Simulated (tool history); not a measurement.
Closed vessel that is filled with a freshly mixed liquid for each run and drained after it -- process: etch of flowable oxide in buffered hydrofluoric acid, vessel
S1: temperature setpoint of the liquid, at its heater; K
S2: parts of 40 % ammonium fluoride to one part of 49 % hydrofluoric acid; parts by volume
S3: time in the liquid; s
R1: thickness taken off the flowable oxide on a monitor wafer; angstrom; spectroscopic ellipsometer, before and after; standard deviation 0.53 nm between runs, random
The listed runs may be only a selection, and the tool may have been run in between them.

run,hour,S1,S2,S3,R1
1,0,295.15,18,95,1832.4
2,8.9,294.15,19,95,1647.3
3,17.3,294.15,19,100,1726.1
4,19.6,292.15,19,100,1553.3
5,24.7,291.65,19.5,100,1462.2
6,27.7,290.15,19.5,100,1355.9

Run 7, settings as shown, results not yet in. Your forecast:
7,36.2,290.15,24,100,?

Run 7 came out at R1 1155.4 angstrom.
